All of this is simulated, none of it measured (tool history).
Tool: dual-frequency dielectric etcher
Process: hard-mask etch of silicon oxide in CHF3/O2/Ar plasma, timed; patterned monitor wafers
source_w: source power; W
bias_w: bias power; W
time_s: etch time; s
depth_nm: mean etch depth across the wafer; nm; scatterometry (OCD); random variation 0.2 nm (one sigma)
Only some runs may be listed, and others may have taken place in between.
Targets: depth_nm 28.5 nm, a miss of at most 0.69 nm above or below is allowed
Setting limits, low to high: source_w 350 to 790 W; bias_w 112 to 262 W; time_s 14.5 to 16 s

run	hour	source_w	bias_w	time_s	depth_nm
1	0	570	187	16	31.931
2	7.7	550	185	16	31.097
3	14.6	630	185	16	33.474
4	15.4	630	214	16	35.639
5	16.8	630	244	16	38.212
6	22.8	590	238	16	36.868
7	29.9	560	231	16	34.406
8	36.4	450	223	16	30.516
9	44.3	440	222	16	29.653

4 next moves are on the table. One of them brings every result within its allowed miss. Which?
A	52.2	470	210	16	?
B	52.2	450	204	16	?
C	52.2	490	207	16	?
D	52.2	420	232	15	?

move	depth_nm
A	29.934
B	28.661
C	30.506
D	27.412
A: its largest miss is bigger than the last run's
B: meets every target
C: its largest miss is bigger than the last run's
D: the result that was furthest off in the last run now lies on the other side of its target
The move that meets every target is B.

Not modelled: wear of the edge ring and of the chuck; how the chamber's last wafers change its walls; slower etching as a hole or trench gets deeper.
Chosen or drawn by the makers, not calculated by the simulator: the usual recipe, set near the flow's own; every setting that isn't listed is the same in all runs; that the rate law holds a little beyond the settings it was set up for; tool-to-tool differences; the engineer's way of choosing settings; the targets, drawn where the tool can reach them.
